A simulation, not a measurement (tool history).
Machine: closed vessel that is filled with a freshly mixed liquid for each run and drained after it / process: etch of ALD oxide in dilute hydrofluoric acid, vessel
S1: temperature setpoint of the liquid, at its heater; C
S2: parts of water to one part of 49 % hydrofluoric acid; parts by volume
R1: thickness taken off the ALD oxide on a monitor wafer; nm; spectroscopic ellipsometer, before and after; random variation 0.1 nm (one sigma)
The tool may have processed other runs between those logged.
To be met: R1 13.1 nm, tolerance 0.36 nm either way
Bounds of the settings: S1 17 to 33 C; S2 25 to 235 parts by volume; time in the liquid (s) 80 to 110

run 1 hour=0 | S1=25 S2=130 time_in_the_liquid_(s)=110 | R1=8.8355
run 2 hour=5.4 | S1=25 S2=170 time_in_the_liquid_(s)=110 | R1=6.4585
run 3 hour=6.5 | S1=26.5 S2=160 time_in_the_liquid_(s)=110 | R1=7.2925
run 4 hour=14.3 | S1=26.5 S2=160 time_in_the_liquid_(s)=80 | R1=5.3256
run 5 hour=22.7 | S1=26.5 S2=160 time_in_the_liquid_(s)=80 | R1=5.3176
run 6 hour=25.4 | S1=26.5 S2=160 time_in_the_liquid_(s)=110 | R1=7.3641
run 7 hour=26.2 | S1=30.5 S2=115 time_in_the_liquid_(s)=110 | R1=12.392
run 8 hour=28.4 | S1=31 S2=115 time_in_the_liquid_(s)=110 | R1=12.559

Consider the 5 candidate settings below. Which is the only one whose results all fall within their allowed miss of target?
run A hour=30.6 | S1=30.5 S2=120 time_in_the_liquid_(s)=110 | R1=?
run B hour=30.6 | S1=33 S2=120 time_in_the_liquid_(s)=105 | R1=?
run C hour=30.6 | S1=31.5 S2=105 time_in_the_liquid_(s)=95 | R1=?
run D hour=30.6 | S1=32.5 S2=110 time_in_the_liquid_(s)=90 | R1=?
run E hour=30.6 | S1=27.5 S2=75 time_in_the_liquid_(s)=80 | R1=?

move=A R1=11.854
move=B R1=12.387
move=C R1=12.398
move=D R1=11.544
move=E R1=13.103
A: moves away from the targets compared with the last run
B: moves away from the targets compared with the last run
C: moves away from the targets compared with the last run
D: moves away from the targets compared with the last run
E: meets every target
E is the move that brings every result within its allowed miss.
